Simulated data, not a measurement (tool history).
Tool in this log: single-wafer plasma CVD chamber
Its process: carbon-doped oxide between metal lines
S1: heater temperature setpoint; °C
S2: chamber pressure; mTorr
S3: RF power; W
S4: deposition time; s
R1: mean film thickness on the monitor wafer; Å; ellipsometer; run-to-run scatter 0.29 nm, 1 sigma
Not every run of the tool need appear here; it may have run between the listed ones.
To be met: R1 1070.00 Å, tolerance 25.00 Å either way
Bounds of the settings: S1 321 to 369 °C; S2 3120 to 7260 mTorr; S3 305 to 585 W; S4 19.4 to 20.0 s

| run | hour | S1 | S2 | S3 | S4 | R1 |
|---|---|---|---|---|---|---|
| 1 | 0.0 | 345 | 5190 | 445 | 19.4 | 905.91 |
| 2 | 2.8 | 343 | 5460 | 465 | 19.5 | 958.69 |
| 3 | 9.7 | 339 | 5460 | 465 | 19.5 | 964.31 |
| 4 | 11.1 | 338 | 5700 | 480 | 19.5 | 997.86 |
| 5 | 13.0 | 330 | 5700 | 480 | 19.5 | 1019.10 |
| 6 | 16.3 | 329 | 5810 | 485 | 19.5 | 1036.60 |
| 7 | 25.0 | 329 | 5810 | 485 | 19.5 | 1042.40 |
| 8 | 32.0 | 329 | 5810 | 485 | 19.5 | 1036.50 |

Of the 5 settings listed for the next run, only one would bring every result within its allowed miss of target. Which one?
| A | 39.0 | 321 | 3510 | 490 | 20.0 | ? |
| B | 39.0 | 325 | 5840 | 500 | 19.4 | ? |
| C | 39.0 | 337 | 5430 | 485 | 20.0 | ? |
| D | 39.0 | 335 | 5770 | 525 | 20.0 | ? |
| E | 39.0 | 332 | 6040 | 475 | 19.4 | ? |

| move | R1 |
|---|---|
| A | 1029.50 |
| B | 1075.50 |
| C | 1030.80 |
| D | 1111.30 |
| E | 1012.30 |
A: moves away from the targets compared with the last run
B: all results land within tolerance of their targets
C: moves away from the targets compared with the last run
D: the result that was furthest off in the last run now lies on the other side of its target
E: moves away from the targets compared with the last run
The move that meets every target is B.

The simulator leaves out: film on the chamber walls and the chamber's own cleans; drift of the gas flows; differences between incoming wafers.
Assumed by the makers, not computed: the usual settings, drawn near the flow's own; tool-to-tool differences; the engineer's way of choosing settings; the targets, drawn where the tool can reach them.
